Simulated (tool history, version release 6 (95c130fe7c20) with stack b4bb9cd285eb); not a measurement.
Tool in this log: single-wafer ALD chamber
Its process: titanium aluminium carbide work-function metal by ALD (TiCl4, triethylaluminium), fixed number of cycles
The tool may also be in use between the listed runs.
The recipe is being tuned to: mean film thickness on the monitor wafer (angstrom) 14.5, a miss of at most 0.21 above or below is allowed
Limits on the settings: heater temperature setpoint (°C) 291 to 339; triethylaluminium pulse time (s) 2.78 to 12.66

run,hour,heater temperature setpoint (°C),triethylaluminium pulse time (s),mean film thickness on the monitor wafer (angstrom)
1,0,315,7.72,20.671
2,7.7,312,7.17,20.049
3,13.9,319,7.17,20.468
4,20,319,6.21,19.432
5,22.6,316,5.83,18.854
6,28.4,316,4.18,15.27
7,35.3,315,4.17,15.218
8,38.5,314,4.17,15.12
9,39.1,305,3.81,13.576
10,39.8,306,3.81,13.574
11,41.2,307,3.81,13.576
12,43.1,308,3.81,13.708
13,50.1,309,3.81,13.784
14,53,310,3.81,13.772
15,57.6,311,3.81,13.822
16,60.1,312,3.81,13.849
17,66.8,313,3.81,14.046
18,73.4,314,3.81,13.921
19,77.1,315,3.82,14.062
20,80.4,322,4.06,15.22
21,81.7,321,4.05,15.082
22,87.8,312,3.73,13.62
23,94.2,313,3.74,13.743
24,95.1,314,3.75,13.812

Which one of the following 5 next-run settings gets every result inside its allowed miss? There is exactly one.
A,96,310,4.01,?
B,96,305,3.86,?
C,96,313,4.11,?
D,96,302,4.41,?
E,96,311,3.9,?

move,mean film thickness on the monitor wafer (angstrom)
A,14.446
B,13.703
C,14.917
D,15.143
E,14.144
A: every result within its allowed miss
B: the biggest miss grows against the last run
C: moves the result that the last run missed by most past its target, out the other side
D: moves the result that the last run missed by most past its target, out the other side
E: nearer the targets than the last run, but a result is still out of spec
A is the move that brings every result within its allowed miss.
